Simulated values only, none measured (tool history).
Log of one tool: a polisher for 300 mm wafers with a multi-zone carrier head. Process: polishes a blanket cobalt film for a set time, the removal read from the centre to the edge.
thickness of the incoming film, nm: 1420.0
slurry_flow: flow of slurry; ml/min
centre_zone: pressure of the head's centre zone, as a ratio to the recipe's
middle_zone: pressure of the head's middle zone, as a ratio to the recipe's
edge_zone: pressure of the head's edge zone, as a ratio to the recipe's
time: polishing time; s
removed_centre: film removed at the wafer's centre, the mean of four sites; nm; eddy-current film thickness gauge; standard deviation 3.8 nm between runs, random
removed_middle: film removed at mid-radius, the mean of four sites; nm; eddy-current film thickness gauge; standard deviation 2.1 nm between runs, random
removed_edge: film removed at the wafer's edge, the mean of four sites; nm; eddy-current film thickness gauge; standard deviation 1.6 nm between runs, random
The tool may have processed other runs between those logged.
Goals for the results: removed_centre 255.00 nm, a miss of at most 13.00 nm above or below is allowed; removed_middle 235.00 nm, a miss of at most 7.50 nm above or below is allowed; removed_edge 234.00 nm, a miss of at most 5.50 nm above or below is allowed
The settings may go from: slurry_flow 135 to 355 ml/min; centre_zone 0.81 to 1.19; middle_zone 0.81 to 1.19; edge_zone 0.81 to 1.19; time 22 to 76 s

{"run": 1, "hour": 0.0, "slurry_flow": 225, "centre_zone": 1.0, "middle_zone": 1.0, "edge_zone": 1.0, "time": 49, "removed_centre": 199.96, "removed_middle": 198.74, "removed_edge": 202.13}
{"run": 2, "hour": 6.3, "slurry_flow": 225, "centre_zone": 1.0, "middle_zone": 0.96, "edge_zone": 1.0, "time": 49, "removed_centre": 200.29, "removed_middle": 188.85, "removed_edge": 202.79}
{"run": 3, "hour": 10.5, "slurry_flow": 230, "centre_zone": 1.02, "middle_zone": 0.97, "edge_zone": 1.01, "time": 49, "removed_centre": 201.9, "removed_middle": 191.75, "removed_edge": 203.78}
{"run": 4, "hour": 11.3, "slurry_flow": 235, "centre_zone": 1.04, "middle_zone": 0.98, "edge_zone": 1.02, "time": 50, "removed_centre": 217.93, "removed_middle": 198.81, "removed_edge": 213.8}
{"run": 5, "hour": 16.3, "slurry_flow": 245, "centre_zone": 1.05, "middle_zone": 0.99, "edge_zone": 1.02, "time": 50, "removed_centre": 211.89, "removed_middle": 201.32, "removed_edge": 209.05}
{"run": 6, "hour": 18.5, "slurry_flow": 245, "centre_zone": 1.06, "middle_zone": 1.0, "edge_zone": 1.03, "time": 51, "removed_centre": 215.73, "removed_middle": 207.27, "removed_edge": 215.62}
{"run": 7, "hour": 23.5, "slurry_flow": 245, "centre_zone": 1.07, "middle_zone": 1.0, "edge_zone": 1.03, "time": 52, "removed_centre": 223.35, "removed_middle": 212.78, "removed_edge": 220.18}
{"run": 8, "hour": 28.4, "slurry_flow": 245, "centre_zone": 1.08, "middle_zone": 1.0, "edge_zone": 1.03, "time": 52, "removed_centre": 230.89, "removed_middle": 207.92, "removed_edge": 220.72}
{"run": 9, "hour": 31.1, "slurry_flow": 245, "centre_zone": 1.08, "middle_zone": 1.0, "edge_zone": 1.03, "time": 52, "removed_centre": 225.14, "removed_middle": 209.4, "removed_edge": 222.48}
{"run": 10, "hour": 35.3, "slurry_flow": 250, "centre_zone": 1.09, "middle_zone": 1.01, "edge_zone": 1.03, "time": 52, "removed_centre": 231.72, "removed_middle": 213.62, "removed_edge": 222.26}
{"run": 11, "hour": 39.9, "slurry_flow": 255, "centre_zone": 1.1, "middle_zone": 1.02, "edge_zone": 1.03, "time": 52, "removed_centre": 236.14, "removed_middle": 215.32, "removed_edge": 222.8}

Which of these 4 next moves meets every target?
{"run": "A", "hour": 44.5, "slurry_flow": 205, "centre_zone": 1.08, "middle_zone": 1.07, "edge_zone": 1.14, "time": 53, "removed_centre": "?", "removed_middle": "?", "removed_edge": "?"}
{"run": "B", "hour": 44.5, "slurry_flow": 280, "centre_zone": 1.12, "middle_zone": 0.95, "edge_zone": 0.92, "time": 55, "removed_centre": "?", "removed_middle": "?", "removed_edge": "?"}
{"run": "C", "hour": 44.5, "slurry_flow": 250, "centre_zone": 1.11, "middle_zone": 1.0, "edge_zone": 0.94, "time": 58, "removed_centre": "?", "removed_middle": "?", "removed_edge": "?"}
{"run": "D", "hour": 44.5, "slurry_flow": 220, "centre_zone": 1.16, "middle_zone": 0.87, "edge_zone": 1.12, "time": 54, "removed_centre": "?", "removed_middle": "?", "removed_edge": "?"}

move=A removed_centre=233.21 removed_middle=225.40 removed_edge=234.64
move=B removed_centre=256.20 removed_middle=217.94 removed_edge=224.55
move=C removed_centre=265.59 removed_middle=237.52 removed_edge=237.19
move=D removed_centre=251.24 removed_middle=194.38 removed_edge=238.81
A: closes in on the targets versus the last run, not all within tolerance yet
B: closes in on the targets versus the last run, not all within tolerance yet
C: in spec on every target
D: its largest miss is bigger than the last run's
Correct choice: C, which meets every target
